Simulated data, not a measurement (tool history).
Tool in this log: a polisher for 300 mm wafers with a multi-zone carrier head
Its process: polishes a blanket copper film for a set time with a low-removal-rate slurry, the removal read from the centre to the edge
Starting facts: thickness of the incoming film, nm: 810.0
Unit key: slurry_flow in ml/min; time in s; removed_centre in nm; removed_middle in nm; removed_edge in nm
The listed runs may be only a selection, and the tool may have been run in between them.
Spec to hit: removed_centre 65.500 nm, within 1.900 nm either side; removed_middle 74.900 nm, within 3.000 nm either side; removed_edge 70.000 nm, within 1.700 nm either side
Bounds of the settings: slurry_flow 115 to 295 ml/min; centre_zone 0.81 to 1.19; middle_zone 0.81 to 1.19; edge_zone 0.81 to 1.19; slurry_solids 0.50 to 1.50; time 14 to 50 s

run 1 hour=0.0 | slurry_flow=190 centre_zone=1.00 middle_zone=1.00 edge_zone=1.00 slurry_solids=1.00 time=32 | removed_centre=100.580 removed_middle=102.520 removed_edge=101.160
run 2 hour=4.5 | slurry_flow=190 centre_zone=1.00 middle_zone=1.00 edge_zone=1.07 slurry_solids=1.00 time=32 | removed_centre=99.312 removed_middle=102.190 removed_edge=105.060
run 3 hour=9.7 | slurry_flow=180 centre_zone=0.96 middle_zone=0.99 edge_zone=1.01 slurry_solids=0.85 time=30 | removed_centre=86.198 removed_middle=91.875 removed_edge=93.091
run 4 hour=13.3 | slurry_flow=180 centre_zone=1.03 middle_zone=0.99 edge_zone=1.01 slurry_solids=0.85 time=30 | removed_centre=92.775 removed_middle=91.983 removed_edge=92.351
run 5 hour=21.6 | slurry_flow=180 centre_zone=1.03 middle_zone=0.99 edge_zone=1.01 slurry_solids=0.85 time=24 | removed_centre=74.656 removed_middle=74.949 removed_edge=74.361
run 6 hour=22.7 | slurry_flow=220 centre_zone=1.03 middle_zone=0.99 edge_zone=1.01 slurry_solids=0.85 time=24 | removed_centre=77.675 removed_middle=75.434 removed_edge=75.057
run 7 hour=29.5 | slurry_flow=210 centre_zone=1.00 middle_zone=1.00 edge_zone=0.98 slurry_solids=0.80 time=24 | removed_centre=73.509 removed_middle=75.299 removed_edge=73.742
run 8 hour=37.9 | slurry_flow=200 centre_zone=0.98 middle_zone=1.01 edge_zone=0.96 slurry_solids=0.75 time=24 | removed_centre=69.900 removed_middle=75.863 removed_edge=71.452
run 9 hour=40.9 | slurry_flow=190 centre_zone=0.97 middle_zone=1.01 edge_zone=0.95 slurry_solids=0.75 time=24 | removed_centre=68.748 removed_middle=74.828 removed_edge=70.830
run 10 hour=43.1 | slurry_flow=185 centre_zone=0.96 middle_zone=1.01 edge_zone=0.95 slurry_solids=0.75 time=24 | removed_centre=68.144 removed_middle=72.733 removed_edge=71.467

Exercise: of the 4 proposed moves below, exactly one satisfies all targets within the stated allowed misses. Which move is it?
run A hour=45.3 | slurry_flow=150 centre_zone=0.96 middle_zone=1.08 edge_zone=0.97 slurry_solids=0.65 time=25 | removed_centre=? removed_middle=? removed_edge=?
run B hour=45.3 | slurry_flow=210 centre_zone=0.96 middle_zone=1.00 edge_zone=0.94 slurry_solids=0.80 time=24 | removed_centre=? removed_middle=? removed_edge=?
run C hour=45.3 | slurry_flow=185 centre_zone=1.04 middle_zone=1.02 edge_zone=0.90 slurry_solids=0.60 time=24 | removed_centre=? removed_middle=? removed_edge=?
run D hour=45.3 | slurry_flow=245 centre_zone=0.88 middle_zone=0.92 edge_zone=0.99 slurry_solids=0.75 time=24 | removed_centre=? removed_middle=? removed_edge=?

move=A removed_centre=66.324 removed_middle=75.060 removed_edge=70.078
move=B removed_centre=70.813 removed_middle=74.533 removed_edge=72.313
move=C removed_centre=71.227 removed_middle=70.465 removed_edge=66.545
move=D removed_centre=65.568 removed_middle=70.147 removed_edge=74.063
A: each result inside its tolerance
B: its largest miss is bigger than the last run's
C: its largest miss is bigger than the last run's
D: gets the furthest-off result to its target, but another result is out of tolerance
Go with A: it meets all targets.

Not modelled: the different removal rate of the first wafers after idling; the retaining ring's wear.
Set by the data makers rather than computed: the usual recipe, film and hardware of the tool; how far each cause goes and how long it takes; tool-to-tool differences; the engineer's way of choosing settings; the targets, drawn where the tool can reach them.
